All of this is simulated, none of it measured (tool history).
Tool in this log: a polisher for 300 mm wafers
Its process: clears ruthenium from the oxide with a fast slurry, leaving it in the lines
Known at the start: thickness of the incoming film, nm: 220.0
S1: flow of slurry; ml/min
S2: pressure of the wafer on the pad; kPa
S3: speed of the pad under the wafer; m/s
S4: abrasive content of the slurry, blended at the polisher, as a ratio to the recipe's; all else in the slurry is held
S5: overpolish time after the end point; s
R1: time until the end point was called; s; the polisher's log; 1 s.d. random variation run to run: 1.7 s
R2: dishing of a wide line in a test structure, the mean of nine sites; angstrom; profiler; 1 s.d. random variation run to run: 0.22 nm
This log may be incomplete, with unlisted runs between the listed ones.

run  hour   S1    S2    S3  S4  S5      R1      R2
  1     0  320  17.9  1.06   1   9  47.183  341.37
  2     4  245  17.9  1.06   1   9  46.772  337.65
  3  13.1  245  17.9  1.28   1   9  39.653  386.33
  4  19.1  245  15.2   1.2   1   9   49.14  319.29
  5  27.6  245  15.2  1.36   1   9  43.824  354.93
  6  34.1  245  15.2  1.36   1  11  44.121  414.53
  7  39.1  245  13.8  1.24   1  10  52.651   336.1
  8  46.9  245  13.1  1.16   1  10   57.11  304.56

Estimate the outcome of run 9 from the log above:
  9  51.1  245  11.7  1.1   1  10   ?   ?

Run 9 gave R1 70.403 s, R2 264.62 angstrom.

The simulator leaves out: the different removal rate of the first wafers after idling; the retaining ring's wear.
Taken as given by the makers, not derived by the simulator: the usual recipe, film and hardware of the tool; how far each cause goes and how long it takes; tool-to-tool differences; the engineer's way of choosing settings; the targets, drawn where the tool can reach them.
